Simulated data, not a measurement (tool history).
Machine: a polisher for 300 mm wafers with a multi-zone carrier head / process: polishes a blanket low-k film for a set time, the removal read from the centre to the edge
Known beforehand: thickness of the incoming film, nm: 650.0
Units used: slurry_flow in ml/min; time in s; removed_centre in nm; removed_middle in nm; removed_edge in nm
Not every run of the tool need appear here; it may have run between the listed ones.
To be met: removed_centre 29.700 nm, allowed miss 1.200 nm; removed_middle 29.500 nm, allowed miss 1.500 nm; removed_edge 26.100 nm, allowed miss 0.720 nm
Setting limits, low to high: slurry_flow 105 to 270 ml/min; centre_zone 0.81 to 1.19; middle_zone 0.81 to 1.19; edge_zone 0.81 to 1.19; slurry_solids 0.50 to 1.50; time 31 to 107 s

run	hour	slurry_flow	centre_zone	middle_zone	edge_zone	slurry_solids	time	removed_centre	removed_middle	removed_edge
1	0.0	175	1.00	1.00	1.00	1.00	69	34.205	34.019	35.334
2	2.0	175	1.04	1.00	1.00	1.00	69	35.166	33.877	35.171
3	9.2	175	1.04	1.00	1.00	1.00	84	43.708	43.273	43.368
4	13.0	175	1.04	1.00	0.97	1.00	84	43.751	43.942	42.076
5	14.0	175	1.04	1.00	0.97	1.10	84	46.450	45.987	44.798
6	17.3	170	1.05	0.99	0.93	0.90	81	38.921	36.909	36.794
7	21.5	165	1.06	1.03	0.89	0.75	81	32.938	32.346	30.735
8	25.4	165	1.06	1.03	0.89	0.75	81	33.670	32.664	30.773
9	26.3	145	1.06	1.06	0.81	0.50	80	17.313	17.100	15.421
10	27.2	185	1.06	1.06	0.83	0.50	80	17.683	18.265	15.962
11	35.7	200	1.10	1.08	0.90	0.50	80	19.026	18.807	16.862
12	37.8	225	1.12	1.09	0.94	0.60	80	27.750	26.429	24.407

Below are 5 possible settings for the next run. Only one of them brings all results inside the allowed miss of their targets. Which is it?
A	39.9	240	1.18	1.01	0.93	0.60	81	?	?	?
B	39.9	255	1.17	1.19	0.90	0.60	80	?	?	?
C	39.9	235	1.17	1.09	0.88	0.60	87	?	?	?
D	39.9	215	1.17	1.19	0.86	0.55	94	?	?	?
E	39.9	200	1.13	1.18	0.98	0.60	85	?	?	?

move	removed_centre	removed_middle	removed_edge
A	29.592	26.222	24.851
B	29.248	29.508	24.270
C	31.434	29.726	25.963
D	29.042	29.373	23.807
E	28.926	30.142	26.157
A: moves toward the targets from the last run without getting all of them in spec
B: moves away from the targets compared with the last run
C: corrects the largest miss of the last run, while another result sits out of spec
D: moves away from the targets compared with the last run
E: every result within its allowed miss
Correct choice: E, which meets every target
